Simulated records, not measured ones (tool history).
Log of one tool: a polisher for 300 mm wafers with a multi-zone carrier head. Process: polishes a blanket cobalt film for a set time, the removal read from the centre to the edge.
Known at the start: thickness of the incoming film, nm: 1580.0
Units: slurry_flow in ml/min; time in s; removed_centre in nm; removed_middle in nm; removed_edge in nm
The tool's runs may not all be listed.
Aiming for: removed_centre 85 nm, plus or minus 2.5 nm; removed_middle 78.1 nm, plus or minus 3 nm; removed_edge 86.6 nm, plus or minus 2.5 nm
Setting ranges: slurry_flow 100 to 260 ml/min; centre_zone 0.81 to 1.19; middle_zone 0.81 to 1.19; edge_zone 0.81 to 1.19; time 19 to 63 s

| run | hour | slurry_flow | centre_zone | middle_zone | edge_zone | time | removed_centre | removed_middle | removed_edge |
|---|---|---|---|---|---|---|---|---|---|
| 1 | 0 | 165 | 1 | 1 | 1 | 41 | 153.62 | 153.51 | 150.64 |
| 2 | 1.7 | 155 | 0.99 | 0.97 | 0.98 | 37 | 136.03 | 136.18 | 134.47 |
| 3 | 3.6 | 155 | 0.99 | 0.92 | 0.98 | 37 | 133.64 | 130.18 | 135.51 |
| 4 | 10.2 | 150 | 0.99 | 0.9 | 0.97 | 34 | 122.13 | 115.99 | 124.45 |
| 5 | 11 | 145 | 0.99 | 0.89 | 0.95 | 32 | 114.03 | 108.06 | 114.45 |
| 6 | 12.6 | 145 | 0.99 | 0.89 | 1 | 32 | 114.51 | 107.96 | 117.12 |
| 7 | 19.8 | 140 | 0.99 | 0.88 | 0.99 | 30 | 105.81 | 98.644 | 109.1 |
| 8 | 26.8 | 135 | 0.99 | 0.87 | 0.98 | 29 | 101.97 | 93.516 | 106.07 |
| 9 | 34.1 | 130 | 0.99 | 0.87 | 0.96 | 28 | 96.617 | 89.873 | 99.037 |

Which of these 5 next moves meets every target?
| A | 41.4 | 120 | 0.87 | 0.82 | 0.92 | 35 | ? | ? | ? |
| B | 41.4 | 145 | 0.93 | 0.84 | 0.9 | 26 | ? | ? | ? |
| C | 41.4 | 125 | 1.16 | 0.89 | 0.86 | 26 | ? | ? | ? |
| D | 41.4 | 130 | 1.01 | 0.89 | 1.02 | 24 | ? | ? | ? |
| E | 41.4 | 140 | 0.84 | 1.09 | 0.81 | 25 | ? | ? | ? |

| move | removed_centre | removed_middle | removed_edge |
|---|---|---|---|
| A | 104.46 | 105.63 | 121.39 |
| B | 86.846 | 83.243 | 91.784 |
| C | 104.83 | 84.573 | 87.923 |
| D | 84.99 | 78.777 | 88.432 |
| E | 74.906 | 98.916 | 83.5 |
A: further off than the last run
B: nearer the targets than the last run, but a result is still out of spec
C: the worst result of the last run now meets its target, but another is out of spec
D: in spec on every target
E: moves the result that the last run missed by most past its target, out the other side
Move D is the one to make.

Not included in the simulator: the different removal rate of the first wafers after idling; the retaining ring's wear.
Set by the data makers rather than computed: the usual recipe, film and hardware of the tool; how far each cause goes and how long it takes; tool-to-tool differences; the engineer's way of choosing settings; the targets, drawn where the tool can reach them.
